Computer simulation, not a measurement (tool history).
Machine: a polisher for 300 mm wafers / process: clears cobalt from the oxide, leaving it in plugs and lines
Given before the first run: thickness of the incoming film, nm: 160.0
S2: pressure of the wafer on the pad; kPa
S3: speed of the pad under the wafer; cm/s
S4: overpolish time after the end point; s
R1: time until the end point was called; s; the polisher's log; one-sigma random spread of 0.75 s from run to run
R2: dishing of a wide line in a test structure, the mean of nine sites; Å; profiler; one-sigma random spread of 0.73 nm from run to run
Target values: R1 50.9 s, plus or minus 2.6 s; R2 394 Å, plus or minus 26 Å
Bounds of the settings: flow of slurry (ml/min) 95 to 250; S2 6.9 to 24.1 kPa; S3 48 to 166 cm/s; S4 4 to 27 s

Run 1, hour 0: flow of slurry (ml/min) 160, S2 15.2 kPa, S3 106 cm/s, S4 14 s. Result: R1 36.268 s, R2 390.9 Å.
Run 2, hour 4.4: flow of slurry (ml/min) 200, S2 15.2 kPa, S3 106 cm/s, S4 14 s. Result: R1 35.257 s, R2 419.29 Å.
Run 3, hour 12.7: flow of slurry (ml/min) 200, S2 13.8 kPa, S3 106 cm/s, S4 15 s. Result: R1 39.118 s, R2 387.96 Å.
Run 4, hour 17.4: flow of slurry (ml/min) 200, S2 13.8 kPa, S3 106 cm/s, S4 11 s. Result: R1 38.287 s, R2 318.95 Å.
Run 5, hour 24.8: flow of slurry (ml/min) 165, S2 13.8 kPa, S3 106 cm/s, S4 11 s. Result: R1 40.233 s, R2 321.05 Å.
Run 6, hour 29.4: flow of slurry (ml/min) 165, S2 13.1 kPa, S3 106 cm/s, S4 13 s. Result: R1 42.506 s, R2 351.25 Å.
Run 7, hour 31.2: flow of slurry (ml/min) 165, S2 12.4 kPa, S3 106 cm/s, S4 14 s. Result: R1 44.338 s, R2 358.34 Å.
Run 8, hour 35.4: flow of slurry (ml/min) 165, S2 11.7 kPa, S3 106 cm/s, S4 15 s. Result: R1 45.696 s, R2 358.48 Å.
Run 9, hour 36.5: flow of slurry (ml/min) 165, S2 11.7 kPa, S3 106 cm/s, S4 16 s. Result: R1 46.316 s, R2 378.04 Å.

Consider the 5 candidate settings below. Which is the only one whose results all fall within their allowed miss of target?
Run A, hour 37.6: flow of slurry (ml/min) 160, S2 12.4 kPa, S3 90 cm/s, S4 25 s. Result: R1 ?, R2 ?.
Run B, hour 37.6: flow of slurry (ml/min) 175, S2 9 kPa, S3 112 cm/s, S4 25 s. Result: R1 ?, R2 ?.
Run C, hour 37.6: flow of slurry (ml/min) 145, S2 9.7 kPa, S3 108 cm/s, S4 27 s. Result: R1 ?, R2 ?.
Run D, hour 37.6: flow of slurry (ml/min) 140, S2 11.7 kPa, S3 98 cm/s, S4 19 s. Result: R1 ?, R2 ?.
Run E, hour 37.6: flow of slurry (ml/min) 110, S2 9 kPa, S3 134 cm/s, S4 14 s. Result: R1 ?, R2 ?.

move      R1      R2
   A  49.251  452.16
   B   55.46  423.48
   C  54.593  446.15
   D  49.389  384.15
   E  50.683  306.62
A: brings the last run's worst result on target, with another outside its allowed miss
B: takes the biggest miss from the last run beyond its target
C: takes the biggest miss from the last run beyond its target
D: all results land within tolerance of their targets
E: brings the last run's worst result on target, with another outside its allowed miss
D is the move that brings every result within its allowed miss.

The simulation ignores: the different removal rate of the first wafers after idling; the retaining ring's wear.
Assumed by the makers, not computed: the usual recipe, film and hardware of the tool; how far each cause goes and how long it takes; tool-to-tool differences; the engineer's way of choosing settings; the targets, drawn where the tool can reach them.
